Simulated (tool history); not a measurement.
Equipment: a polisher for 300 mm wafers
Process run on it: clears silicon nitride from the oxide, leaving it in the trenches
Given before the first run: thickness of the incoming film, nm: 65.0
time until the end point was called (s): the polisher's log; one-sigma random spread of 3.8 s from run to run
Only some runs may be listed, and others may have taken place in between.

run  hour  flow of slurry (ml/min)  pressure of the wafer on the pad (kPa)  speed of the pad under the wafer (m/s)  overpolish time after the end point (s)  time until the end point was called (s)
  1   0.0                      130                                    14.5                                    0.86                                       40                                   113.70
  2   2.9                      130                                    13.8                                    0.84                                       40                                   120.47
  3  10.6                      130                                    13.8                                    1.00                                       40                                   103.42
  4  18.9                      105                                    13.8                                    1.00                                       40                                   108.99
  5  23.7                       80                                    13.8                                    1.00                                       40                                   117.40
  6  26.9                       80                                    13.8                                    1.10                                       40                                   107.32
  7  33.4                       80                                    13.1                                    1.08                                       40                                   116.43

What does the tool deliver on the next run?
  8  41.1                       80                                    12.4                                    1.08                                       40                                        ?

time until the end point was called (s): 122.00
